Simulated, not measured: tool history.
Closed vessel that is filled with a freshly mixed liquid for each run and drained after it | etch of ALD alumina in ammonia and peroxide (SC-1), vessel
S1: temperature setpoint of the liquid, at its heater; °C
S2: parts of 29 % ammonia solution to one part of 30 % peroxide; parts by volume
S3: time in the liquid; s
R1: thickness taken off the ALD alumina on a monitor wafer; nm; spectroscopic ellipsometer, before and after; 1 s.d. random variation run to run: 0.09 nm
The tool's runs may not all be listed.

run 1 day=0 | S1=62 S2=0.75 S3=125 | R1=10.887
run 2 day=0.071 | S1=61.5 S2=0.75 S3=125 | R1=10.862
run 3 day=0.175 | S1=61 S2=0.75 S3=125 | R1=10.539
run 4 day=0.283 | S1=60.5 S2=0.75 S3=125 | R1=10.24
run 5 day=0.608 | S1=56 S2=0.75 S3=125 | R1=8.1604
run 6 day=0.633 | S1=56 S2=1 S3=125 | R1=8.4541

What does the tool deliver on the next run?
run 7 day=0.971 | S1=56.5 S2=1 S3=125 | R1=?

Run 7 produced R1 8.5318 nm.
